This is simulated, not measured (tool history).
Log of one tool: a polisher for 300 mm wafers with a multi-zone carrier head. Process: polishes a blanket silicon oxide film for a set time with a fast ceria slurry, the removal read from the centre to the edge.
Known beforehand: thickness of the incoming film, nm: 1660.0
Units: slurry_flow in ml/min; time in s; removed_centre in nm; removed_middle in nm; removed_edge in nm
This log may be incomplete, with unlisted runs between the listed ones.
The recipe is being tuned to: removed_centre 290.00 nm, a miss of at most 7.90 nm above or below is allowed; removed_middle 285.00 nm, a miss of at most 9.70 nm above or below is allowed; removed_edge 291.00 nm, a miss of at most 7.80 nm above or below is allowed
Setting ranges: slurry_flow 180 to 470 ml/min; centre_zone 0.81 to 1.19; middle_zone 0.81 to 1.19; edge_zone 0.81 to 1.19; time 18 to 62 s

Run 1, day 0.000: slurry_flow 300 ml/min, centre_zone 1.00, middle_zone 1.00, edge_zone 1.00, time 40 s. Result: removed_centre 485.71 nm, removed_middle 484.39 nm, removed_edge 480.06 nm.
Run 2, day 0.204: slurry_flow 300 ml/min, centre_zone 1.00, middle_zone 1.08, edge_zone 1.00, time 40 s. Result: removed_centre 475.21 nm, removed_middle 500.59 nm, removed_edge 480.15 nm.
Run 3, day 0.538: slurry_flow 300 ml/min, centre_zone 1.00, middle_zone 1.08, edge_zone 0.96, time 40 s. Result: removed_centre 483.26 nm, removed_middle 489.22 nm, removed_edge 471.10 nm.
Run 4, day 0.633: slurry_flow 300 ml/min, centre_zone 1.08, middle_zone 1.08, edge_zone 0.96, time 40 s. Result: removed_centre 516.37 nm, removed_middle 494.43 nm, removed_edge 472.20 nm.
Run 5, day 0.750: slurry_flow 290 ml/min, centre_zone 1.04, middle_zone 1.05, edge_zone 0.94, time 37 s. Result: removed_centre 460.37 nm, removed_middle 454.13 nm, removed_edge 428.06 nm.
Run 6, day 0.775: slurry_flow 300 ml/min, centre_zone 1.02, middle_zone 1.00, edge_zone 0.96, time 34 s. Result: removed_centre 420.33 nm, removed_middle 400.97 nm, removed_edge 396.54 nm.
Run 7, day 0.988: slurry_flow 300 ml/min, centre_zone 0.98, middle_zone 0.97, edge_zone 0.94, time 32 s. Result: removed_centre 377.30 nm, removed_middle 370.35 nm, removed_edge 371.89 nm.
Run 8, day 1.254: slurry_flow 300 ml/min, centre_zone 0.97, middle_zone 0.95, edge_zone 0.92, time 31 s. Result: removed_centre 361.66 nm, removed_middle 349.89 nm, removed_edge 354.50 nm.
Run 9, day 1.546: slurry_flow 300 ml/min, centre_zone 0.96, middle_zone 0.94, edge_zone 0.90, time 30 s. Result: removed_centre 345.94 nm, removed_middle 339.98 nm, removed_edge 337.00 nm.
Run 10, day 1.862: slurry_flow 300 ml/min, centre_zone 0.96, middle_zone 0.94, edge_zone 0.90, time 30 s. Result: removed_centre 343.40 nm, removed_middle 346.11 nm, removed_edge 338.99 nm.
Run 11, day 2.183: slurry_flow 295 ml/min, centre_zone 0.95, middle_zone 0.92, edge_zone 0.89, time 29 s. Result: removed_centre 327.96 nm, removed_middle 322.51 nm, removed_edge 326.77 nm.
Run 12, day 2.354: slurry_flow 295 ml/min, centre_zone 0.94, middle_zone 0.91, edge_zone 0.88, time 29 s. Result: removed_centre 326.99 nm, removed_middle 325.35 nm, removed_edge 324.22 nm.
Run 13, day 2.688: slurry_flow 290 ml/min, centre_zone 0.93, middle_zone 0.89, edge_zone 0.87, time 29 s. Result: removed_centre 321.49 nm, removed_middle 322.31 nm, removed_edge 323.22 nm.
Run 14, day 2.779: slurry_flow 290 ml/min, centre_zone 0.93, middle_zone 0.88, edge_zone 0.86, time 28 s. Result: removed_centre 309.77 nm, removed_middle 304.97 nm, removed_edge 311.79 nm.
Run 15, day 2.975: slurry_flow 260 ml/min, centre_zone 0.91, middle_zone 0.86, edge_zone 0.81, time 26 s. Result: removed_centre 275.59 nm, removed_middle 279.35 nm, removed_edge 280.15 nm.

4 candidate next runs follow, results not yet known. Just one meets every target within its allowed miss. Identify it.
Run A, day 3.171: slurry_flow 180 ml/min, centre_zone 0.93, middle_zone 0.86, edge_zone 0.81, time 28 s. Result: removed_centre ?, removed_middle ?, removed_edge ?.
Run B, day 3.171: slurry_flow 310 ml/min, centre_zone 0.86, middle_zone 0.83, edge_zone 0.82, time 28 s. Result: removed_centre ?, removed_middle ?, removed_edge ?.
Run C, day 3.171: slurry_flow 180 ml/min, centre_zone 0.90, middle_zone 0.88, edge_zone 0.94, time 28 s. Result: removed_centre ?, removed_middle ?, removed_edge ?.
Run D, day 3.171: slurry_flow 245 ml/min, centre_zone 0.86, middle_zone 0.83, edge_zone 0.81, time 27 s. Result: removed_centre ?, removed_middle ?, removed_edge ?.

move  removed_centre  removed_middle  removed_edge
   A          287.23          287.66        285.53
   B          289.78          305.41        304.43
   C          277.91          291.27        305.34
   D          270.94          286.46        285.94
A: every result within its allowed miss
B: brings the last run's worst result on target, with another outside its allowed miss
C: neither nearer nor further off than the last run
D: misses by more than the last run did
Go with A: it meets all targets.
